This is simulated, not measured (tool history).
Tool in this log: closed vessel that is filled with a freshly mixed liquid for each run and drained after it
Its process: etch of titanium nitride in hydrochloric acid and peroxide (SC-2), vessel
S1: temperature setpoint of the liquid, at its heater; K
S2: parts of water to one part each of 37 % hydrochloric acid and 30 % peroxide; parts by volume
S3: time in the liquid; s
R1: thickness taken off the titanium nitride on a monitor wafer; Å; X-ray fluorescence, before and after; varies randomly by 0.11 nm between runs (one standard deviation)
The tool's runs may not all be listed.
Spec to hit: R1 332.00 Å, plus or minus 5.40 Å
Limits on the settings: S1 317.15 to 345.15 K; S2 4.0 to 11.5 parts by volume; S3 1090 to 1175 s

run,hour,S1,S2,S3,R1
1,0.0,333.15,6.5,1090,603.43
2,6.0,332.15,6.5,1090,565.23
3,13.7,337.15,6.5,1090,771.87
4,20.2,337.15,6.5,1090,771.86
5,29.0,341.65,6.5,1090,1020.00
6,30.6,335.65,6.5,1090,703.25
7,39.4,327.65,6.5,1090,422.38
8,43.4,327.15,6.5,1090,409.87
9,50.1,326.65,6.5,1090,396.50
10,56.0,326.15,6.5,1090,385.25
11,58.8,323.15,6.5,1090,313.32

Pick the move, out of 4, that brings all results within their allowed miss; only one does.
A,61.6,326.15,7.5,1090,?
B,61.6,317.65,4.0,1175,?
C,61.6,323.65,6.5,1145,?
D,61.6,320.65,6.0,1120,?

move,R1
A,342.63
B,330.30
C,341.11
D,289.88
A: moves the result that the last run missed by most past its target, out the other side
B: in spec on every target
C: moves the result that the last run missed by most past its target, out the other side
D: further off than the last run
B meets every target.

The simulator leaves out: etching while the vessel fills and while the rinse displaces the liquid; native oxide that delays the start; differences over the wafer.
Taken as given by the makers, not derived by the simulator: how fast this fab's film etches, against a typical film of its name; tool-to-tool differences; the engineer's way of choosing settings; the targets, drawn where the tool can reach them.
